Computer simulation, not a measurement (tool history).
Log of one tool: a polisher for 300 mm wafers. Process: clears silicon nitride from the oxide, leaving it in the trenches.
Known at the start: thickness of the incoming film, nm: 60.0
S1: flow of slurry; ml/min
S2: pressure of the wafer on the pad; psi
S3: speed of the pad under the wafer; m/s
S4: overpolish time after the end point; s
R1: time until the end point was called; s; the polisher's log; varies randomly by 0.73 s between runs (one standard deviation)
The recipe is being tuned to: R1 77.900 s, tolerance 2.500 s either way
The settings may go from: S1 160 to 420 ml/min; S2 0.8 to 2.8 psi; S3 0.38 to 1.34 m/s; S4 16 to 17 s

Run 1, hour 0.0: S1 270 ml/min, S2 1.8 psi, S3 0.86 m/s, S4 16 s. Result: R1 126.790 s.
Run 2, hour 0.8: S1 270 ml/min, S2 1.9 psi, S3 0.86 m/s, S4 16 s. Result: R1 120.350 s.
Run 3, hour 6.8: S1 270 ml/min, S2 2.2 psi, S3 0.86 m/s, S4 16 s. Result: R1 105.050 s.
Run 4, hour 14.8: S1 270 ml/min, S2 2.2 psi, S3 0.70 m/s, S4 16 s. Result: R1 127.860 s.
Run 5, hour 23.5: S1 270 ml/min, S2 2.3 psi, S3 0.72 m/s, S4 16 s. Result: R1 121.620 s.
Run 6, hour 25.4: S1 270 ml/min, S2 2.0 psi, S3 0.72 m/s, S4 16 s. Result: R1 138.090 s.
Run 7, hour 27.5: S1 270 ml/min, S2 2.1 psi, S3 0.74 m/s, S4 16 s. Result: R1 127.840 s.
Run 8, hour 33.5: S1 270 ml/min, S2 2.2 psi, S3 0.76 m/s, S4 16 s. Result: R1 118.480 s.
Run 9, hour 35.0: S1 270 ml/min, S2 2.3 psi, S3 0.78 m/s, S4 16 s. Result: R1 111.380 s.
Run 10, hour 37.1: S1 270 ml/min, S2 2.4 psi, S3 0.80 m/s, S4 16 s. Result: R1 105.050 s.
Run 11, hour 41.0: S1 270 ml/min, S2 2.4 psi, S3 0.82 m/s, S4 16 s. Result: R1 100.850 s.
Run 12, hour 48.6: S1 275 ml/min, S2 2.6 psi, S3 0.86 m/s, S4 16 s. Result: R1 89.741 s.
Run 13, hour 49.4: S1 275 ml/min, S2 2.7 psi, S3 0.90 m/s, S4 16 s. Result: R1 82.610 s.

Which one of the following 5 next-run settings gets every result inside its allowed miss? There is exactly one.
Run A, hour 50.2: S1 275 ml/min, S2 2.6 psi, S3 0.92 m/s, S4 17 s. Result: R1 ?.
Run B, hour 50.2: S1 310 ml/min, S2 2.7 psi, S3 0.88 m/s, S4 17 s. Result: R1 ?.
Run C, hour 50.2: S1 295 ml/min, S2 2.4 psi, S3 1.00 m/s, S4 17 s. Result: R1 ?.
Run D, hour 50.2: S1 355 ml/min, S2 2.2 psi, S3 1.14 m/s, S4 17 s. Result: R1 ?.
Run E, hour 50.2: S1 260 ml/min, S2 2.8 psi, S3 0.84 m/s, S4 17 s. Result: R1 ?.

move      R1
   A  83.539
   B  83.148
   C  82.759
   D  78.081
   E  85.331
A: moves away from the targets compared with the last run
B: moves away from the targets compared with the last run
C: neither nearer nor further off than the last run
D: meets every target
E: moves away from the targets compared with the last run
Answer: D
